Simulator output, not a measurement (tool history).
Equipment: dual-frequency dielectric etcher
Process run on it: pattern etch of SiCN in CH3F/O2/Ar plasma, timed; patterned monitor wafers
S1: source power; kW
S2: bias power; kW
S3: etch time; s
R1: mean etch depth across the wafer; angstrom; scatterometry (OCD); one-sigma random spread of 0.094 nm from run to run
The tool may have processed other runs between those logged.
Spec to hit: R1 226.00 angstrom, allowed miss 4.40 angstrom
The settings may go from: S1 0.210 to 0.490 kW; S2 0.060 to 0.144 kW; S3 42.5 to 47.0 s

{"run": 1, "hour": 0.0, "S1": 0.35, "S2": 0.102, "S3": 47.0, "R1": 189.61}
{"run": 2, "hour": 8.2, "S1": 0.39, "S2": 0.106, "S3": 47.0, "R1": 200.82}
{"run": 3, "hour": 11.9, "S1": 0.42, "S2": 0.108, "S3": 47.0, "R1": 205.0}
{"run": 4, "hour": 13.9, "S1": 0.42, "S2": 0.108, "S3": 42.5, "R1": 186.2}
{"run": 5, "hour": 19.8, "S1": 0.43, "S2": 0.119, "S3": 43.5, "R1": 199.27}
{"run": 6, "hour": 24.9, "S1": 0.44, "S2": 0.126, "S3": 44.5, "R1": 211.1}
{"run": 7, "hour": 25.6, "S1": 0.45, "S2": 0.13, "S3": 44.5, "R1": 213.75}
{"run": 8, "hour": 27.5, "S1": 0.46, "S2": 0.133, "S3": 44.5, "R1": 218.11}
{"run": 9, "hour": 31.1, "S1": 0.47, "S2": 0.135, "S3": 44.5, "R1": 220.44}

Exercise: of the 4 proposed moves below, exactly one satisfies all targets within the stated allowed misses. Which move is it?
{"run": "A", "hour": 34.7, "S1": 0.49, "S2": 0.123, "S3": 45.5, "R1": "?"}
{"run": "B", "hour": 34.7, "S1": 0.49, "S2": 0.118, "S3": 45.0, "R1": "?"}
{"run": "C", "hour": 34.7, "S1": 0.49, "S2": 0.127, "S3": 46.0, "R1": "?"}
{"run": "D", "hour": 34.7, "S1": 0.41, "S2": 0.143, "S3": 44.0, "R1": "?"}

move=A R1=218.46
move=B R1=212.34
move=C R1=223.84
move=D R1=213.79
A: further off than the last run
B: further off than the last run
C: hits every target within its allowed miss
D: further off than the last run
The right move is C.
